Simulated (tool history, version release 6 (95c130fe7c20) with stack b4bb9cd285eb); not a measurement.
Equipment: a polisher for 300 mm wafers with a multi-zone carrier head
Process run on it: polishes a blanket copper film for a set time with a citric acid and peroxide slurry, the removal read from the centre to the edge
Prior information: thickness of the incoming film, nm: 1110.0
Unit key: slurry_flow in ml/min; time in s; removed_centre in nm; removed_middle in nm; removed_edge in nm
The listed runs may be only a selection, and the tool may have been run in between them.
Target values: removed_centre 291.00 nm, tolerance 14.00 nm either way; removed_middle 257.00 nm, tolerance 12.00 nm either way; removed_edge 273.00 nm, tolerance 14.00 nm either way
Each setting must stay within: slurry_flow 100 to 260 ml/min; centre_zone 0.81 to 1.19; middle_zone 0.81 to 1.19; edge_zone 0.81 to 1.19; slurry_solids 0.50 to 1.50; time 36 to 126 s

| run | hour | slurry_flow | centre_zone | middle_zone | edge_zone | slurry_solids | time | removed_centre | removed_middle | removed_edge |
|---|---|---|---|---|---|---|---|---|---|---|
| 1 | 0.0 | 165 | 1.00 | 1.00 | 1.00 | 1.00 | 81 | 319.50 | 349.31 | 340.34 |
| 2 | 2.2 | 165 | 1.00 | 1.00 | 0.92 | 1.00 | 81 | 333.09 | 340.30 | 322.10 |
| 3 | 8.6 | 160 | 0.99 | 0.97 | 0.90 | 0.95 | 80 | 313.72 | 328.96 | 316.23 |
| 4 | 11.8 | 160 | 1.02 | 0.94 | 0.89 | 0.90 | 78 | 313.65 | 297.81 | 299.20 |
| 5 | 14.0 | 160 | 1.02 | 0.86 | 0.89 | 0.90 | 78 | 316.98 | 289.62 | 307.16 |
| 6 | 19.4 | 155 | 1.02 | 0.86 | 0.88 | 0.85 | 78 | 309.01 | 283.16 | 297.38 |
| 7 | 24.7 | 150 | 1.02 | 0.85 | 0.87 | 0.80 | 78 | 306.91 | 277.27 | 291.48 |
| 8 | 28.7 | 145 | 1.02 | 0.84 | 0.86 | 0.80 | 78 | 298.49 | 274.00 | 288.19 |
| 9 | 34.6 | 140 | 1.03 | 0.83 | 0.86 | 0.80 | 78 | 298.58 | 272.29 | 285.85 |

5 next moves are on the table. One of them brings every result within its allowed miss. Which?
| A | 40.5 | 100 | 1.00 | 0.94 | 0.83 | 0.70 | 73 | ? | ? | ? |
| B | 40.5 | 100 | 1.00 | 1.02 | 0.81 | 0.90 | 76 | ? | ? | ? |
| C | 40.5 | 225 | 0.81 | 0.81 | 0.89 | 0.75 | 79 | ? | ? | ? |
| D | 40.5 | 110 | 1.02 | 0.94 | 0.81 | 0.85 | 77 | ? | ? | ? |
| E | 40.5 | 135 | 1.02 | 0.81 | 0.81 | 1.20 | 70 | ? | ? | ? |

| move | removed_centre | removed_middle | removed_edge |
|---|---|---|---|
| A | 263.52 | 254.33 | 250.99 |
| B | 286.22 | 291.23 | 269.37 |
| C | 262.68 | 282.17 | 306.33 |
| D | 297.54 | 280.90 | 273.14 |
| E | 297.08 | 254.70 | 269.92 |
A: brings the last run's worst result on target, with another outside its allowed miss
B: further off than the last run
C: further off than the last run
D: further off than the last run
E: all results in spec
Answer: E

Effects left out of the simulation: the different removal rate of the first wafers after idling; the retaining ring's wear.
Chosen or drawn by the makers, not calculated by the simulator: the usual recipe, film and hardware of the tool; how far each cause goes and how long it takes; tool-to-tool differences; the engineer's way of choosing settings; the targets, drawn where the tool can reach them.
